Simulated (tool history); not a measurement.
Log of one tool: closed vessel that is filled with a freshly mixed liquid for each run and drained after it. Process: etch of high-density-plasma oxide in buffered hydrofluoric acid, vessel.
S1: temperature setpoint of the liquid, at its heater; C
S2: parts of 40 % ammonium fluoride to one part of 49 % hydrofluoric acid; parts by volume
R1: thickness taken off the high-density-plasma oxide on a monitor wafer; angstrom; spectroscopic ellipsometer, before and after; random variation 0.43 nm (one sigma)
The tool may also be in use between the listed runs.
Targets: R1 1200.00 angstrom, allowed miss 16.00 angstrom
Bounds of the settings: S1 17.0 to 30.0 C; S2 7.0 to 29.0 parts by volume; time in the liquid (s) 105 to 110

Run 1, day 0.000: S1 22.0 C, S2 18.0 parts by volume, time in the liquid (s) 105. Result: R1 1270.60 angstrom.
Run 2, day 0.167: S1 22.0 C, S2 21.5 parts by volume, time in the liquid (s) 105. Result: R1 1091.90 angstrom.
Run 3, day 0.550: S1 19.5 C, S2 21.5 parts by volume, time in the liquid (s) 105. Result: R1 946.94 angstrom.
Run 4, day 0.929: S1 20.5 C, S2 21.5 parts by volume, time in the liquid (s) 105. Result: R1 999.99 angstrom.
Run 5, day 1.212: S1 20.5 C, S2 21.5 parts by volume, time in the liquid (s) 105. Result: R1 1008.10 angstrom.
Run 6, day 1.546: S1 20.5 C, S2 21.5 parts by volume, time in the liquid (s) 110. Result: R1 1049.50 angstrom.
Run 7, day 1.788: S1 21.0 C, S2 21.5 parts by volume, time in the liquid (s) 110. Result: R1 1081.00 angstrom.
Run 8, day 2.146: S1 21.5 C, S2 21.5 parts by volume, time in the liquid (s) 110. Result: R1 1109.90 angstrom.

Which of these 5 next moves meets every target?
Run A, day 2.504: S1 23.5 C, S2 22.5 parts by volume, time in the liquid (s) 110. Result: R1 ?.
Run B, day 2.504: S1 21.0 C, S2 18.5 parts by volume, time in the liquid (s) 105. Result: R1 ?.
Run C, day 2.504: S1 20.5 C, S2 23.0 parts by volume, time in the liquid (s) 110. Result: R1 ?.
Run D, day 2.504: S1 20.0 C, S2 20.5 parts by volume, time in the liquid (s) 105. Result: R1 ?.
Run E, day 2.504: S1 23.0 C, S2 22.5 parts by volume, time in the liquid (s) 110. Result: R1 ?.

move       R1
   A  1198.90
   B  1167.10
   C   999.70
   D  1004.50
   E  1166.30
A: meets every target
B: nearer than the last run, and not there yet
C: further off than the last run
D: further off than the last run
E: nearer than the last run, and not there yet
The right move is A.
